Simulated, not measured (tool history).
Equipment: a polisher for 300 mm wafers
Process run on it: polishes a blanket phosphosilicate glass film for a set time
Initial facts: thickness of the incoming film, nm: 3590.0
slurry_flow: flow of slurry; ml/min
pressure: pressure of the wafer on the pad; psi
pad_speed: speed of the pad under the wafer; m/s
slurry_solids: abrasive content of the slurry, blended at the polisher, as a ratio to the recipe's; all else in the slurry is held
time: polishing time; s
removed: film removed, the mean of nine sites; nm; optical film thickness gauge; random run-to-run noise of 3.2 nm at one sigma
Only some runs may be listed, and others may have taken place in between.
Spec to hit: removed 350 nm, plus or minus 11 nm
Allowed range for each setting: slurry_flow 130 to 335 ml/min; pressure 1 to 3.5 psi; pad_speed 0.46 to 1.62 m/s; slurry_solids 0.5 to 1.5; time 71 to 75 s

{"run": 1, "day": 0.0, "slurry_flow": 215, "pressure": 2.2, "pad_speed": 1.04, "slurry_solids": 1, "time": 71, "removed": 410.07}
{"run": 2, "day": 0.083, "slurry_flow": 215, "pressure": 2.1, "pad_speed": 1.04, "slurry_solids": 1, "time": 71, "removed": 397.43}
{"run": 3, "day": 0.183, "slurry_flow": 215, "pressure": 2, "pad_speed": 1.04, "slurry_solids": 1, "time": 71, "removed": 378.74}
{"run": 4, "day": 0.375, "slurry_flow": 215, "pressure": 2, "pad_speed": 1.14, "slurry_solids": 1, "time": 71, "removed": 402.2}
{"run": 5, "day": 0.5, "slurry_flow": 215, "pressure": 1.9, "pad_speed": 1.14, "slurry_solids": 1, "time": 71, "removed": 381.73}
{"run": 6, "day": 0.617, "slurry_flow": 210, "pressure": 1.8, "pad_speed": 1.14, "slurry_solids": 1, "time": 71, "removed": 365.05}
{"run": 7, "day": 0.7, "slurry_flow": 205, "pressure": 1.8, "pad_speed": 1.14, "slurry_solids": 1, "time": 71, "removed": 359.78}
{"run": 8, "day": 0.95, "slurry_flow": 195, "pressure": 1.8, "pad_speed": 1.14, "slurry_solids": 1, "time": 71, "removed": 363.4}

Which single option among these 4 for the next run brings every result within its allowed miss of target? Just one does.
{"run": "A", "day": 1.2, "slurry_flow": 195, "pressure": 1.7, "pad_speed": 1.18, "slurry_solids": 1, "time": 74, "removed": "?"}
{"run": "B", "day": 1.2, "slurry_flow": 190, "pressure": 1.8, "pad_speed": 1.22, "slurry_solids": 0.95, "time": 72, "removed": "?"}
{"run": "C", "day": 1.2, "slurry_flow": 165, "pressure": 1.9, "pad_speed": 1.06, "slurry_solids": 0.95, "time": 75, "removed": "?"}
{"run": "D", "day": 1.2, "slurry_flow": 170, "pressure": 1.6, "pad_speed": 1.18, "slurry_solids": 1.05, "time": 74, "removed": "?"}

move=A removed=371.78
move=B removed=376.71
move=C removed=369.18
move=D removed=353.67
A: moves away from the targets compared with the last run
B: moves away from the targets compared with the last run
C: moves away from the targets compared with the last run
D: every result lands within tolerance
Go with D: it meets all targets.
